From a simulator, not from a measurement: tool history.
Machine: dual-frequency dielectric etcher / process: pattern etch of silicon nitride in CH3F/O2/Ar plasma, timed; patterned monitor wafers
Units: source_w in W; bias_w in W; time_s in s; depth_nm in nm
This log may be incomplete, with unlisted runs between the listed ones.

run	day	source_w	bias_w	time_s	depth_nm
1	0	330	89	51	34.287
2	0.171	330	89	47	31.862
3	0.325	330	89	51	34.302
4	0.55	330	89	51	34.26
5	0.633	350	90	51	35.056
6	0.979	370	91	51	36.103
7	1.338	380	91	51	36.356

The next listed run, before its measurement:
8	1.554	390	91	51	?

depth_nm: 36.637 nm
